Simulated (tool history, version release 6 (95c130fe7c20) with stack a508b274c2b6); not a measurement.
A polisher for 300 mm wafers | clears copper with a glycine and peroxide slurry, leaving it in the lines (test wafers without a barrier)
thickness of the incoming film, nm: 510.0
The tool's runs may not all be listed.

run,hour,flow of slurry (ml/min),pressure of the wafer on the pad (kPa),speed of the pad under the wafer (cm/s),overpolish time after the end point (s),time until the end point was called (s),dishing of a wide line in a test structure (angstrom)
1,0,225,15.2,90,27,148.08,265.1
2,8.2,225,15.2,112,27,132.43,263.56
3,16.5,225,11,112,27,165.73,250.77
4,21.1,225,9,112,27,193.5,248.62
5,24.6,225,9,112,25,189.38,248.36
6,30.3,170,9,112,25,199.72,234.14
7,36,210,10.3,112,23,175.54,238.5
8,44.8,205,10.3,112,24,173.2,236.79
9,48.6,205,9,112,26,190.04,244.14

The next listed run, before its measurement:
10,52.9,205,9,112,25,?,?

{"run 10": {"time until the end point was called (s)": 192.66, "dishing of a wide line in a test structure (angstrom)": 246.77}}

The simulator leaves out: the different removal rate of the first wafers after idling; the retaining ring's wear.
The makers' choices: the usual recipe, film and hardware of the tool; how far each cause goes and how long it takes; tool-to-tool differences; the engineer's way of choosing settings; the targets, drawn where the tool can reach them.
